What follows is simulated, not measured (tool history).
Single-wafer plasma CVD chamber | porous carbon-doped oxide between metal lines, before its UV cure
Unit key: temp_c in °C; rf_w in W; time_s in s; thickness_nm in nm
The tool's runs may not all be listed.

run	day	temp_c	rf_w	time_s	thickness_nm
1	0	310	490	19.1	98.473
2	0.025	310	455	19.1	92.647
3	0.233	307	470	19.1	97.065
4	0.471	304	480	19.1	100.39
5	0.562	304	480	19.1	101.7
6	0.875	304	415	19.1	86.814
7	1.038	302	430	19.1	91.473

Expected results for the next run?
8	1.346	290	510	19.3	?

{"run 8": {"thickness_nm": 118.44}}

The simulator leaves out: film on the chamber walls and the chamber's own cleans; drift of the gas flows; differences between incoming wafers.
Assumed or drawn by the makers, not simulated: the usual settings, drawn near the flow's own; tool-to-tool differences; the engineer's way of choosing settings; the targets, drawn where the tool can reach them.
